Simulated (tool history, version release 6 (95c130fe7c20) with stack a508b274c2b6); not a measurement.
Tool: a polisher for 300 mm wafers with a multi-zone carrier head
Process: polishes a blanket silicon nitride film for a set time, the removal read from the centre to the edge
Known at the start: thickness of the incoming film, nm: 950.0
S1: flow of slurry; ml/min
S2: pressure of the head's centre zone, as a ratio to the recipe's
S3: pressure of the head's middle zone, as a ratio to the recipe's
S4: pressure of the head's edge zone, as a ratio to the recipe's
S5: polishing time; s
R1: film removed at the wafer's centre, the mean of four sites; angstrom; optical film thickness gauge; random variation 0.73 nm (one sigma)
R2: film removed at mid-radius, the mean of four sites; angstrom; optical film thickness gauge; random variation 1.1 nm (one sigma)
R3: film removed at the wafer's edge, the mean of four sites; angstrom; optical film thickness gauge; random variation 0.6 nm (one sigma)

Run 1, hour 0: S1 280 ml/min, S2 1, S3 1, S4 1, S5 32 s. Result: R1 550.83 angstrom, R2 556.43 angstrom, R3 579.25 angstrom.
Run 2, hour 7: S1 280 ml/min, S2 1, S3 1, S4 1.08, S5 32 s. Result: R1 552.95 angstrom, R2 562.49 angstrom, R3 599.82 angstrom.
Run 3, hour 14.2: S1 285 ml/min, S2 0.99, S3 1.04, S4 1.09, S5 33 s. Result: R1 565.82 angstrom, R2 601.23 angstrom, R3 630.4 angstrom.
Run 4, hour 17.6: S1 290 ml/min, S2 0.98, S3 1.07, S4 1.08, S5 33 s. Result: R1 561.86 angstrom, R2 602.3 angstrom, R3 620.28 angstrom.
Run 5, hour 19.9: S1 290 ml/min, S2 0.98, S3 1.07, S4 1.08, S5 27 s. Result: R1 460.43 angstrom, R2 510.2 angstrom, R3 505 angstrom.
Run 6, hour 21.2: S1 300 ml/min, S2 0.97, S3 1.1, S4 1.07, S5 29 s. Result: R1 494.46 angstrom, R2 560.65 angstrom, R3 540.78 angstrom.
Run 7, hour 29: S1 310 ml/min, S2 0.96, S3 1.12, S4 1.08, S5 30 s. Result: R1 514.12 angstrom, R2 564.16 angstrom, R3 569.86 angstrom.
Run 8, hour 34.9: S1 280 ml/min, S2 0.96, S3 1.14, S4 1.07, S5 32 s. Result: R1 533.43 angstrom, R2 633.24 angstrom, R3 606.37 angstrom.
Run 9, hour 38.9: S1 280 ml/min, S2 0.96, S3 1.14, S4 1.07, S5 32 s. Result: R1 530.65 angstrom, R2 624.28 angstrom, R3 610.98 angstrom.

Forecast run 10:
Run 10, hour 45.6: S1 265 ml/min, S2 0.97, S3 1.15, S4 1.06, S5 33 s. Result: R1 ?, R2 ?, R3 ?.

R1: 573.43 angstrom
R2: 644.95 angstrom
R3: 615.8 angstrom
